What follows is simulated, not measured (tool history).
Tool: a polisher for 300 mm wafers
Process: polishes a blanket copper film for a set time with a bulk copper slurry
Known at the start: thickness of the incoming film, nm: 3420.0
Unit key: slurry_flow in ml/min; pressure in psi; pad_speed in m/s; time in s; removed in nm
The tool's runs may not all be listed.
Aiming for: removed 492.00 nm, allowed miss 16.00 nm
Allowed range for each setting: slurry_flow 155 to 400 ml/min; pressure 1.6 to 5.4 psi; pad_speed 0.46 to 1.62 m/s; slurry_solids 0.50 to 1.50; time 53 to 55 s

run 1 hour=0.0 | slurry_flow=255 pressure=3.5 pad_speed=1.04 slurry_solids=1.00 time=53 | removed=711.89
run 2 hour=2.2 | slurry_flow=255 pressure=3.1 pad_speed=1.04 slurry_solids=1.00 time=53 | removed=641.19
run 3 hour=5.4 | slurry_flow=255 pressure=3.1 pad_speed=0.86 slurry_solids=1.00 time=53 | removed=529.23
run 4 hour=7.4 | slurry_flow=255 pressure=3.1 pad_speed=1.04 slurry_solids=1.00 time=53 | removed=637.17
run 5 hour=13.6 | slurry_flow=255 pressure=3.1 pad_speed=1.04 slurry_solids=0.90 time=53 | removed=619.88
run 6 hour=21.1 | slurry_flow=255 pressure=2.8 pad_speed=1.04 slurry_solids=0.90 time=53 | removed=565.96
run 7 hour=27.8 | slurry_flow=255 pressure=2.6 pad_speed=1.04 slurry_solids=0.90 time=53 | removed=541.24
run 8 hour=35.3 | slurry_flow=255 pressure=2.5 pad_speed=1.04 slurry_solids=0.90 time=53 | removed=516.57

5 next moves are on the table. One of them brings every result within its allowed miss. Which?
run A hour=42.8 | slurry_flow=260 pressure=2.4 pad_speed=1.02 slurry_solids=0.75 time=53 | removed=?
run B hour=42.8 | slurry_flow=260 pressure=3.1 pad_speed=0.84 slurry_solids=0.75 time=54 | removed=?
run C hour=42.8 | slurry_flow=260 pressure=1.9 pad_speed=1.06 slurry_solids=1.20 time=55 | removed=?
run D hour=42.8 | slurry_flow=165 pressure=2.9 pad_speed=0.92 slurry_solids=1.00 time=55 | removed=?
run E hour=42.8 | slurry_flow=215 pressure=3.0 pad_speed=0.78 slurry_solids=0.90 time=53 | removed=?

move=A removed=464.71
move=B removed=491.44
move=C removed=464.02
move=D removed=526.06
move=E removed=448.59
A: takes the biggest miss from the last run beyond its target
B: in spec on every target
C: takes the biggest miss from the last run beyond its target
D: misses by more than the last run did
E: takes the biggest miss from the last run beyond its target
The move that meets every target is B.
